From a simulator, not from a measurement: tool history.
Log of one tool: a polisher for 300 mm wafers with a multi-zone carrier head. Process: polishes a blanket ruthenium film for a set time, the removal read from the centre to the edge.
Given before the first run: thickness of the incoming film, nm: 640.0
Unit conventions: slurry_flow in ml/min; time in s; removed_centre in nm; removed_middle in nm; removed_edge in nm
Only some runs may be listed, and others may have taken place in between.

run,day,slurry_flow,centre_zone,middle_zone,edge_zone,time,removed_centre,removed_middle,removed_edge
1,0,120,1,1,1,32,28.284,28.353,27.967
2,0.288,125,0.99,1.03,1.03,33,29.411,29.776,29.539
3,0.342,145,0.99,1.03,1.03,33,29.736,31.004,30.363
4,0.417,145,0.99,1.03,0.96,33,29.942,30.871,29.536
5,0.538,150,0.97,1.05,0.97,34,30.682,32.696,30.082
6,0.788,150,0.97,1.05,0.97,40,35.981,38.327,35.529
7,0.888,180,0.87,1.15,1.07,41,34.513,43.669,39.226
# day 0.912: worn pad replaced by a new one
8,0.912,180,0.87,1.15,1.08,41,38.095,49.035,43.632

Predict the results of run 9:
9,1.079,175,0.87,1.15,1.08,41,?,?,?

{"run 9": {"removed_centre": 38.122, "removed_middle": 48.546, "removed_edge": 42.948}}
